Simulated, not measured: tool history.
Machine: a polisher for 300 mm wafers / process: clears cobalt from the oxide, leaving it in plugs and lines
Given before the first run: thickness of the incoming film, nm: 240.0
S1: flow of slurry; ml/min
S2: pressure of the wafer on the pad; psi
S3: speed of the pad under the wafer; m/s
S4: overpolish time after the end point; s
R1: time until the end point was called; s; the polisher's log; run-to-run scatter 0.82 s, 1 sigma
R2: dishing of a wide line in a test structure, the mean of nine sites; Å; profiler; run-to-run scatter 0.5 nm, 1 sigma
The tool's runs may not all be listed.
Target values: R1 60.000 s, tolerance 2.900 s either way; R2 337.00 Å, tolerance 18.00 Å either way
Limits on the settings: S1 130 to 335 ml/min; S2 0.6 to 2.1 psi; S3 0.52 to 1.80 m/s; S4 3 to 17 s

{"run": 1, "hour": 0.0, "S1": 215, "S2": 1.3, "S3": 1.16, "S4": 9, "R1": 67.905, "R2": 241.77}
{"run": 2, "hour": 6.6, "S1": 215, "S2": 1.3, "S3": 0.9, "S4": 9, "R1": 83.714, "R2": 199.36}
{"run": 3, "hour": 12.0, "S1": 215, "S2": 1.3, "S3": 0.9, "S4": 8, "R1": 85.051, "R2": 178.53}
{"run": 4, "hour": 20.4, "S1": 215, "S2": 1.3, "S3": 0.9, "S4": 5, "R1": 84.554, "R2": 121.8}
{"run": 5, "hour": 22.6, "S1": 215, "S2": 1.4, "S3": 0.94, "S4": 7, "R1": 75.53, "R2": 173.59}
{"run": 6, "hour": 24.4, "S1": 170, "S2": 1.4, "S3": 0.94, "S4": 7, "R1": 78.411, "R2": 170.43}
{"run": 7, "hour": 27.0, "S1": 170, "S2": 1.4, "S3": 0.94, "S4": 7, "R1": 78.58, "R2": 168.82}
{"run": 8, "hour": 32.2, "S1": 165, "S2": 1.5, "S3": 0.96, "S4": 8, "R1": 71.513, "R2": 197.93}
{"run": 9, "hour": 39.4, "S1": 165, "S2": 1.5, "S3": 0.96, "S4": 8, "R1": 72.711, "R2": 195.66}
{"run": 10, "hour": 42.6, "S1": 165, "S2": 1.6, "S3": 1.0, "S4": 9, "R1": 66.209, "R2": 243.89}
{"run": 11, "hour": 43.9, "S1": 165, "S2": 1.6, "S3": 1.0, "S4": 10, "R1": 65.937, "R2": 258.48}
{"run": 12, "hour": 44.5, "S1": 165, "S2": 1.6, "S3": 1.02, "S4": 11, "R1": 64.343, "R2": 275.8}
{"hour": 45.9, "done": "worn pad replaced by a new one"}
{"run": 13, "hour": 45.9, "S1": 170, "S2": 1.6, "S3": 1.02, "S4": 12, "R1": 59.386, "R2": 313.22}
{"run": 14, "hour": 54.2, "S1": 165, "S2": 1.6, "S3": 1.02, "S4": 12, "R1": 59.065, "R2": 308.03}

Exercise: of the 4 proposed moves below, exactly one satisfies all targets within the stated allowed misses. Which move is it?
{"run": "A", "hour": 62.5, "S1": 150, "S2": 1.5, "S3": 1.08, "S4": 10, "R1": "?", "R2": "?"}
{"run": "B", "hour": 62.5, "S1": 150, "S2": 1.3, "S3": 1.24, "S4": 12, "R1": "?", "R2": "?"}
{"run": "C", "hour": 62.5, "S1": 165, "S2": 1.5, "S3": 1.06, "S4": 14, "R1": "?", "R2": "?"}
{"run": "D", "hour": 62.5, "S1": 170, "S2": 1.6, "S3": 1.0, "S4": 11, "R1": "?", "R2": "?"}

move=A R1=62.488 R2=279.47
move=B R1=62.807 R2=313.17
move=C R1=62.446 R2=344.11
move=D R1=61.699 R2=299.91
A: its largest miss is bigger than the last run's
B: an improvement on the last run, though not all results are within tolerance
C: meets every target
D: its largest miss is bigger than the last run's
Correct choice: C, which meets every target
